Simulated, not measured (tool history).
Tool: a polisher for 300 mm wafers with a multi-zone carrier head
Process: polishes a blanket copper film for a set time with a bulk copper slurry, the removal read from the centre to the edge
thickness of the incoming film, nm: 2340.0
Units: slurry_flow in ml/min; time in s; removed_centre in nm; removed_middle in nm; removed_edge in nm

| run | day | slurry_flow | centre_zone | middle_zone | edge_zone | slurry_solids | time | removed_centre | removed_middle | removed_edge |
|---|---|---|---|---|---|---|---|---|---|---|
| 1 | 0.000 | 170 | 1.00 | 1.00 | 1.00 | 1.00 | 57 | 678.46 | 714.63 | 686.73 |
| 2 | 0.292 | 170 | 1.00 | 1.00 | 1.00 | 1.10 | 57 | 704.28 | 738.23 | 706.68 |
| 3 | 0.333 | 170 | 1.00 | 1.00 | 1.06 | 1.10 | 57 | 697.59 | 725.20 | 723.17 |
| 4 | 0.550 | 170 | 1.00 | 1.00 | 1.11 | 1.10 | 57 | 716.79 | 724.28 | 727.17 |
| 5 | 0.600 | 155 | 1.00 | 1.00 | 1.11 | 1.10 | 57 | 681.59 | 704.86 | 716.46 |
| 6 | 0.975 | 185 | 1.00 | 1.00 | 1.11 | 1.10 | 57 | 711.54 | 732.42 | 733.96 |
| 7 | 1.050 | 175 | 0.99 | 0.96 | 1.12 | 1.00 | 56 | 673.71 | 684.54 | 734.12 |
| 8 | 1.408 | 165 | 1.00 | 0.95 | 1.12 | 0.95 | 55 | 646.87 | 650.22 | 691.24 |

Forecast run 9:
| 9 | 1.483 | 155 | 1.00 | 0.93 | 1.12 | 0.90 | 55 | ? | ? | ? |

Run 9 gave removed_centre 636.84 nm, removed_middle 627.79 nm, removed_edge 677.05 nm.

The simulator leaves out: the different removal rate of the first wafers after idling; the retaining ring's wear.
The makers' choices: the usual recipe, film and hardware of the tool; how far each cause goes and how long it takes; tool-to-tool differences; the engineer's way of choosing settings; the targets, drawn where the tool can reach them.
